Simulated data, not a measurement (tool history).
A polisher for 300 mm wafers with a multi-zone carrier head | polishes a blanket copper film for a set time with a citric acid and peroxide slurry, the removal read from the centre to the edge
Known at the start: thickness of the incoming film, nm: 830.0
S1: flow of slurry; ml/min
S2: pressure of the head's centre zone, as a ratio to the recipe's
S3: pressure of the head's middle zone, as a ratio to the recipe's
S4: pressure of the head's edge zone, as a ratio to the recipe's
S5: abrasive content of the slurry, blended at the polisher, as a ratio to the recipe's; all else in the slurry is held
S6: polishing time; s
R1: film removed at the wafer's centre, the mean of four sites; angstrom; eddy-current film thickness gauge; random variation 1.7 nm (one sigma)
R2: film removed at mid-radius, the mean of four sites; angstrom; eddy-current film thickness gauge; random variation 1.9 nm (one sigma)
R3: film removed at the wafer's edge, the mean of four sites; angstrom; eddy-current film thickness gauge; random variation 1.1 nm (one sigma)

run,hour,S1,S2,S3,S4,S5,S6,R1,R2,R3
1,0,230,1,1,1,1,76,1299.1,1275.6,1298.9
2,7.1,230,1,1,1.05,1,76,1304.7,1300.3,1333.6
3,14.9,240,1.01,1,1.08,1.1,76,1384,1336.9,1372.7
4,19.9,240,1.08,1,1.08,1.1,76,1476.8,1336.4,1372.7
5,28.2,245,1.06,1,1.1,1.15,77,1489.3,1386.9,1421.1
6,31.2,250,1.05,0.99,1.12,1.2,78,1485.6,1359.7,1469.7
7,37.1,255,1.05,1,1.14,1.25,78,1508,1404.8,1489.2

Run 8 comes next. What will it give?
8,42,260,1.05,1.01,1.15,1.3,78,?,?,?

Run 8 gave R1 1518.4 angstrom, R2 1423.9 angstrom, R3 1528.3 angstrom.
